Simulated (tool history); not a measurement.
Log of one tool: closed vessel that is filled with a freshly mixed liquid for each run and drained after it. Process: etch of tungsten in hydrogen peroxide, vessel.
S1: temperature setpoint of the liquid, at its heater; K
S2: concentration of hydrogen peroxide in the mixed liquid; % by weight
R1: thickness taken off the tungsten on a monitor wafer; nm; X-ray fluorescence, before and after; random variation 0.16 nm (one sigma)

Run 1, hour 0.0: S1 328.15 K, S2 20.0 % by weight, time in the liquid (s) 30. Result: R1 37.533 nm.
Run 2, hour 8.8: S1 326.65 K, S2 20.0 % by weight, time in the liquid (s) 30. Result: R1 34.245 nm.
Run 3, hour 13.1: S1 333.65 K, S2 20.0 % by weight, time in the liquid (s) 30. Result: R1 50.935 nm.
Run 4, hour 13.7: S1 333.65 K, S2 16.0 % by weight, time in the liquid (s) 30. Result: R1 46.472 nm.
Run 5, hour 22.5: S1 333.65 K, S2 14.5 % by weight, time in the liquid (s) 30. Result: R1 44.237 nm.
Run 6, hour 27.7: S1 331.15 K, S2 14.5 % by weight, time in the liquid (s) 30. Result: R1 37.624 nm.
Run 7, hour 29.3: S1 323.15 K, S2 14.5 % by weight, time in the liquid (s) 30. Result: R1 23.571 nm.

Forecast run 8:
Run 8, hour 33.9: S1 322.65 K, S2 14.5 % by weight, time in the liquid (s) 30. Result: R1 ?.

{"run 8": {"R1": 22.818}}

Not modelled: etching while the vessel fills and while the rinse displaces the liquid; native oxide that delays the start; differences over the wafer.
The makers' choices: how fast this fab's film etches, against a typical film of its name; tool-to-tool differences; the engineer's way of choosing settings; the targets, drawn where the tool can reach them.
